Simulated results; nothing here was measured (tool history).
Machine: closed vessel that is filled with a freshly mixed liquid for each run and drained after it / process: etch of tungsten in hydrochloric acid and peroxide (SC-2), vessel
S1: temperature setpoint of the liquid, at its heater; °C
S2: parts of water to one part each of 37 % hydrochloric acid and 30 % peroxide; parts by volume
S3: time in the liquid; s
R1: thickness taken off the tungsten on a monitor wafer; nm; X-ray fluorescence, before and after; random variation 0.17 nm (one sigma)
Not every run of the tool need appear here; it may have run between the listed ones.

run,day,S1,S2,S3,R1
1,0.000,51.0,5.5,105,24.134
2,0.342,50.0,5.5,105,22.540
3,0.688,49.5,5.5,105,22.182
4,1.033,49.0,5.5,105,21.446
5,1.383,49.0,5.5,110,22.616
6,1.692,51.5,5.5,110,26.469
7,1.779,50.5,5.5,110,24.862
8,2.050,49.5,5.5,110,23.041
# day 2.425: chemicals flow meter replaced
9,2.425,49.0,5.5,110,20.968
10,2.675,48.5,5.5,110,20.276

What will run 11 give?
11,2.900,47.5,5.5,110,?

{"run 11": {"R1": 19.0}}

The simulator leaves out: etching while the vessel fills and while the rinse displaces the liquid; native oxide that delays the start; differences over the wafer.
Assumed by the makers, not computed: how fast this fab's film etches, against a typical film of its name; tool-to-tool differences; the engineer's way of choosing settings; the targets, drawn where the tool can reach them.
